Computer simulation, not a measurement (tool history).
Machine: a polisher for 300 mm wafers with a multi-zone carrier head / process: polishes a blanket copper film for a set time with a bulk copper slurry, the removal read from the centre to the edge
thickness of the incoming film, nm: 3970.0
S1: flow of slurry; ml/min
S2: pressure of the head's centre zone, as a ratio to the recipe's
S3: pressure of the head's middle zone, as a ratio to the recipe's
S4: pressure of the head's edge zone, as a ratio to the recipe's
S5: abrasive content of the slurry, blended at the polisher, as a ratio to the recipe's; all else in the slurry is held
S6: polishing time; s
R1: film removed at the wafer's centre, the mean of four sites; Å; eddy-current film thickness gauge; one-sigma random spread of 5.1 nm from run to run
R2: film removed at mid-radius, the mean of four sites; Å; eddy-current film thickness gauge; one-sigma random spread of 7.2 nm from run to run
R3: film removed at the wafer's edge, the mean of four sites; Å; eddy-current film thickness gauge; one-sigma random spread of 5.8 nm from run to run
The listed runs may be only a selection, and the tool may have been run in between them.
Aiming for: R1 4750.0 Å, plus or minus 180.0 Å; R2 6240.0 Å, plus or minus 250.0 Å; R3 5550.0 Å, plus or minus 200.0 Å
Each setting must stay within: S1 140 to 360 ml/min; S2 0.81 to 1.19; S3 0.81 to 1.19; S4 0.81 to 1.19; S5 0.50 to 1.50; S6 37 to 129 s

run,day,S1,S2,S3,S4,S5,S6,R1,R2,R3
1,0.000,230,1.00,1.00,1.00,1.00,83,7416.2,7845.9,7819.6
2,0.192,230,1.00,1.00,1.00,1.00,99,8941.7,9421.2,9266.2
3,0.246,230,0.92,1.00,1.00,1.00,99,8223.1,9385.5,8960.7
4,0.412,230,0.85,1.00,1.00,1.00,99,7552.7,9247.5,9123.9
5,0.521,225,0.85,1.01,0.97,0.90,94,6947.9,8801.2,8484.4
6,0.779,230,0.87,1.02,0.95,0.85,87,6579.7,8120.8,7646.8
7,0.900,190,0.81,1.04,0.86,0.60,68,4338.7,5839.8,5179.4
8,0.946,200,0.82,1.04,0.87,0.60,68,4471.4,5879.5,5234.5
9,1.092,205,0.82,1.04,0.88,0.60,68,4527.4,5807.6,5283.3

Pick the move, out of 5, that brings all results within their allowed miss; only one does.
A,1.238,200,0.81,1.02,0.82,0.55,74,?,?,?
B,1.238,205,0.85,1.01,0.94,0.50,77,?,?,?
C,1.238,190,0.90,1.06,0.98,0.60,60,?,?,?
D,1.238,240,0.81,1.03,0.96,0.80,68,?,?,?
E,1.238,225,0.81,0.90,0.95,0.60,73,?,?,?

move,R1,R2,R3
A,4729.3,6225.2,5586.5
B,5083.4,6322.5,6081.1
C,4317.8,5260.1,4981.0
D,4769.7,6312.0,6017.2
E,4797.1,5747.2,6048.6
A: all results land within tolerance of their targets
B: brings the result that was furthest off to its target, and leaves another outside
C: the biggest miss grows against the last run
D: brings the result that was furthest off to its target, and leaves another outside
E: the biggest miss grows against the last run
A is the move that brings every result within its allowed miss.
